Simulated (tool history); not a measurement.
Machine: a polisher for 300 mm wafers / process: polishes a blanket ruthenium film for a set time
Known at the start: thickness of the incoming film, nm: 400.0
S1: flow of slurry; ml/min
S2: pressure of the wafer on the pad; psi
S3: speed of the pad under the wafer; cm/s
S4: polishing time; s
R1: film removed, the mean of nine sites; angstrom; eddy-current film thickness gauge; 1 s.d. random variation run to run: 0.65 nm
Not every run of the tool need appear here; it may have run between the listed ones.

{"run": 1, "hour": 0.0, "S1": 150, "S2": 2.7, "S3": 78, "S4": 46, "R1": 460.34}
{"run": 2, "hour": 8.5, "S1": 150, "S2": 2.8, "S3": 78, "S4": 46, "R1": 487.88}
{"run": 3, "hour": 9.5, "S1": 125, "S2": 2.8, "S3": 78, "S4": 46, "R1": 463.92}
{"run": 4, "hour": 18.2, "S1": 130, "S2": 2.9, "S3": 78, "S4": 46, "R1": 496.64}
{"run": 5, "hour": 25.6, "S1": 130, "S2": 3.0, "S3": 78, "S4": 46, "R1": 500.71}
{"run": 6, "hour": 26.7, "S1": 130, "S2": 3.0, "S3": 68, "S4": 46, "R1": 440.39}
{"run": 7, "hour": 30.9, "S1": 155, "S2": 3.7, "S3": 70, "S4": 46, "R1": 565.53}

Predict the results of run 8:
{"run": 8, "hour": 32.7, "S1": 155, "S2": 3.9, "S3": 72, "S4": 46, "R1": "?"}

R1: 591.67 angstrom
